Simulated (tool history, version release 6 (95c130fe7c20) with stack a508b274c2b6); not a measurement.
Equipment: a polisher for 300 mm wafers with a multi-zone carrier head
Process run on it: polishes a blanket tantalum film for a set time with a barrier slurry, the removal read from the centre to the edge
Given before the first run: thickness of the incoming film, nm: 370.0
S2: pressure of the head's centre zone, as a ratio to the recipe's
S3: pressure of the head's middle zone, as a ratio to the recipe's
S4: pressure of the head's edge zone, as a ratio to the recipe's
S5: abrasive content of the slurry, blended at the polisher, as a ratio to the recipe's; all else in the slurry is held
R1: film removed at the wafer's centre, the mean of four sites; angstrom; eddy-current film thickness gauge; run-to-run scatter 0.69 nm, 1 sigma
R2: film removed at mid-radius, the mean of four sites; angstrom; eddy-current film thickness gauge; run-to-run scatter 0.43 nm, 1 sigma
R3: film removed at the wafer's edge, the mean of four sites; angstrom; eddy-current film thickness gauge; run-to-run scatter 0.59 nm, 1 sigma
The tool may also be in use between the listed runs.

run 1 hour=0.0 | flow_of_slurry_(ml/min)=135 S2=1.00 S3=1.00 S4=1.00 S5=1.0 polishing_time_(s)=52 | R1=620.16 R2=609.17 R3=608.39
run 2 hour=2.4 | flow_of_slurry_(ml/min)=135 S2=1.00 S3=1.00 S4=0.94 S5=1.0 polishing_time_(s)=52 | R1=620.40 R2=606.42 R3=575.19
run 3 hour=4.3 | flow_of_slurry_(ml/min)=135 S2=1.08 S3=1.00 S4=0.94 S5=1.0 polishing_time_(s)=52 | R1=669.13 R2=609.98 R3=581.42
run 4 hour=13.3 | flow_of_slurry_(ml/min)=135 S2=1.08 S3=1.00 S4=0.99 S5=1.0 polishing_time_(s)=52 | R1=655.22 R2=610.86 R3=607.41
run 5 hour=18.1 | flow_of_slurry_(ml/min)=120 S2=1.04 S3=0.95 S4=1.01 S5=0.9 polishing_time_(s)=52 | R1=607.30 R2=545.70 R3=583.15
run 6 hour=22.8 | flow_of_slurry_(ml/min)=120 S2=1.04 S3=0.95 S4=0.98 S5=0.9 polishing_time_(s)=52 | R1=603.04 R2=536.35 R3=568.43
run 7 hour=26.0 | flow_of_slurry_(ml/min)=120 S2=1.04 S3=0.95 S4=0.98 S5=0.9 polishing_time_(s)=52 | R1=594.90 R2=545.94 R3=567.81

Run 8 comes next. What will it give?
run 8 hour=28.0 | flow_of_slurry_(ml/min)=85 S2=0.94 S3=0.85 S4=1.06 S5=0.7 polishing_time_(s)=51 | R1=? R2=? R3=?

Run 8 yielded R1 449.71 angstrom, R2 398.30 angstrom, R3 489.26 angstrom.
